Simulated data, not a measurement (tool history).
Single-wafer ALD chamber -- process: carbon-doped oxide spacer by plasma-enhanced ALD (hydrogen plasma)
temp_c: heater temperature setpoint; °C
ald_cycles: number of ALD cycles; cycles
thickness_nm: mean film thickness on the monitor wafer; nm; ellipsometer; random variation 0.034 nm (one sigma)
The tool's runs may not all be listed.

Run 1, day 0: temp_c 395 °C, ald_cycles 325 cycles. Result: thickness_nm 16.278 nm.
Run 2, day 0.175: temp_c 395 °C, ald_cycles 299 cycles. Result: thickness_nm 14.897 nm.
Run 3, day 0.446: temp_c 395 °C, ald_cycles 282 cycles. Result: thickness_nm 14.108 nm.
Run 4, day 0.517: temp_c 395 °C, ald_cycles 269 cycles. Result: thickness_nm 13.481 nm.
Run 5, day 0.883: temp_c 395 °C, ald_cycles 259 cycles. Result: thickness_nm 12.939 nm.
Run 6, day 1.15: temp_c 388 °C, ald_cycles 259 cycles. Result: thickness_nm 12.89 nm.
Run 7, day 1.375: temp_c 388 °C, ald_cycles 259 cycles. Result: thickness_nm 12.952 nm.
Run 8, day 1.675: temp_c 388 °C, ald_cycles 252 cycles. Result: thickness_nm 12.517 nm.
Run 9, day 2.012: temp_c 388 °C, ald_cycles 248 cycles. Result: thickness_nm 12.333 nm.

The next listed run, before its measurement:
Run 10, day 2.083: temp_c 388 °C, ald_cycles 245 cycles. Result: thickness_nm ?.

thickness_nm: 12.256 nm

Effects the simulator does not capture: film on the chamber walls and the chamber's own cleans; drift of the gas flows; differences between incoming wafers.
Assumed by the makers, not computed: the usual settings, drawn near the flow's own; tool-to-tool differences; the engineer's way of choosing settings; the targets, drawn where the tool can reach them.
